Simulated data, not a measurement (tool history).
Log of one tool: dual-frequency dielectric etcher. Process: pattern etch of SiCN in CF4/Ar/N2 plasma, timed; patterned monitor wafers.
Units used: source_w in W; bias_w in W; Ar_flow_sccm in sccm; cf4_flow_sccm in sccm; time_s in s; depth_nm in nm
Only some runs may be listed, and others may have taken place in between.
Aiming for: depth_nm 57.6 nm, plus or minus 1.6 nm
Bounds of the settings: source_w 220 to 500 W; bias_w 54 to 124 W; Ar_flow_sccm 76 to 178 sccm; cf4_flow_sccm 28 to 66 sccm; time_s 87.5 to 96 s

run    day  source_w  bias_w  Ar_flow_sccm  cf4_flow_sccm  time_s  depth_nm
  1      0       360      89           127             47      96    65.289
  2  0.033       420      89           127             47      96    75.157
  3  0.321       400      88           127             47      96    71.381
  4  0.433       380      87           127             47      96    68.106
  5  0.767       420      87           127             47      96    74.511
  6  1.133       400      86           127             47      96    70.771
  7  1.188       380      85           127             47      96    67.534
  8  1.546       370      84           127             47      96    65.372
  9  1.708       310      82           128             47      96     55.61

Next run, 4 choices. One meets every target within its allowed miss, the rest don't. Which?
  A  1.871       280      95           128             50    94.5         ?
  B  1.871       340      82           109             43      91         ?
  C  1.871       310      93           133             54    87.5         ?
  D  1.871       310      87           109             47    90.5         ?

move  depth_nm
   A     53.39
   B    57.579
   C    53.881
   D    54.622
A: misses by more than the last run did
B: hits every target within its allowed miss
C: misses by more than the last run did
D: misses by more than the last run did
The move that meets every target is B.
